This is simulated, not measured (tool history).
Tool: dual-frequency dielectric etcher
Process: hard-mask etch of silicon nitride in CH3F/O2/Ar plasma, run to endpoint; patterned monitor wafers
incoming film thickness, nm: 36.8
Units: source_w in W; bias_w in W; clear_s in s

{"run": 1, "hour": 0.0, "source_w": 480, "bias_w": 87, "clear_s": 46.158}
{"run": 2, "hour": 8.2, "source_w": 450, "bias_w": 85, "clear_s": 47.511}
{"run": 3, "hour": 10.3, "source_w": 390, "bias_w": 85, "clear_s": 50.235}
{"run": 4, "hour": 17.2, "source_w": 370, "bias_w": 84, "clear_s": 51.021}
{"run": 5, "hour": 22.6, "source_w": 330, "bias_w": 84, "clear_s": 53.063}
{"run": 6, "hour": 25.5, "source_w": 410, "bias_w": 84, "clear_s": 49.505}
{"run": 7, "hour": 32.0, "source_w": 390, "bias_w": 83, "clear_s": 50.127}
{"run": 8, "hour": 35.3, "source_w": 370, "bias_w": 82, "clear_s": 52.013}
{"run": 9, "hour": 42.4, "source_w": 360, "bias_w": 82, "clear_s": 52.229}

Forecast run 10:
{"run": 10, "hour": 47.4, "source_w": 300, "bias_w": 78, "clear_s": "?"}

clear_s: 56.877 s
